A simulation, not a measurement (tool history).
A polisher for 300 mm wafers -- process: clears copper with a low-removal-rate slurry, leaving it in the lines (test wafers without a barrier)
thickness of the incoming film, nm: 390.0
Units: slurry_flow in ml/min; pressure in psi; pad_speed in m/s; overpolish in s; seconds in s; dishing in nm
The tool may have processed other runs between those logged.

run	hour	slurry_flow	pressure	pad_speed	slurry_solids	overpolish	seconds	dishing
1	0	310	3.4	0.96	1	17	134.23	28.488
2	6.4	310	3.9	0.96	1	17	119.31	30.625
3	13.4	310	3.9	0.74	1	17	139.66	27.864
4	20.7	310	3.9	0.74	1.2	17	136.5	27.864
5	29.5	355	3.9	0.74	1.2	17	137.01	28.139
6	32.5	355	3.9	0.74	1.3	17	135.87	27.886
7	36	355	4	0.74	1.3	19	131.98	30.902
8	43.9	355	4.1	0.74	1.3	20	127.07	32.236
9	45.3	355	4.1	0.74	1.3	21	130.32	33.731

Run 10 comes next. What will it give?
10	49.8	355	4.2	0.74	1.3	22	?	?

Run 10 produced seconds 124.07 s, dishing 35.109 nm.

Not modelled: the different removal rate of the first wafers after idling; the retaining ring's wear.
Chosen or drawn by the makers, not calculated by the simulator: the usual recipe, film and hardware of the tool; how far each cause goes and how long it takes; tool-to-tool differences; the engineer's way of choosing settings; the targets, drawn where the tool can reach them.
